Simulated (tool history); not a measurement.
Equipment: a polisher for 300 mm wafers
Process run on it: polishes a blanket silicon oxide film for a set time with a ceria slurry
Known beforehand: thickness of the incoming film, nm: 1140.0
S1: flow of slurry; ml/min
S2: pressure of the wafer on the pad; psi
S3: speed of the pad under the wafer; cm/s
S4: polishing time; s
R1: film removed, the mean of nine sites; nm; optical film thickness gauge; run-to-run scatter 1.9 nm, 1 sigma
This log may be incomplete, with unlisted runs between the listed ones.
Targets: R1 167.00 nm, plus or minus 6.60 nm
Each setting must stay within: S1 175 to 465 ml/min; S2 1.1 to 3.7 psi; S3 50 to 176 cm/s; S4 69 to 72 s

run	day	S1	S2	S3	S4	R1
1	0.000	295	2.4	112	69	244.27
2	0.221	295	2.2	112	69	224.28
3	0.483	295	2.2	112	69	224.63
4	0.646	295	2.2	128	69	245.92
5	0.721	295	2.1	128	69	238.75
6	1.071	295	2.0	128	69	222.07
7	1.400	295	1.9	128	69	218.02
8	1.571	295	1.8	128	69	201.00
9	1.917	295	1.7	128	69	192.53

Below are 5 possible settings for the next run. Only one of them brings all results inside the allowed miss of their targets. Which is it?
A	2.262	430	1.8	138	69	?
B	2.262	330	1.7	140	72	?
C	2.262	225	2.0	132	70	?
D	2.262	290	1.5	158	71	?
E	2.262	255	1.3	142	72	?

move	R1
A	222.74
B	218.51
C	229.94
D	207.63
E	167.49
A: lands further from the targets than the last run did
B: lands further from the targets than the last run did
C: lands further from the targets than the last run did
D: lands further from the targets than the last run did
E: every result within its allowed miss
The right move is E.

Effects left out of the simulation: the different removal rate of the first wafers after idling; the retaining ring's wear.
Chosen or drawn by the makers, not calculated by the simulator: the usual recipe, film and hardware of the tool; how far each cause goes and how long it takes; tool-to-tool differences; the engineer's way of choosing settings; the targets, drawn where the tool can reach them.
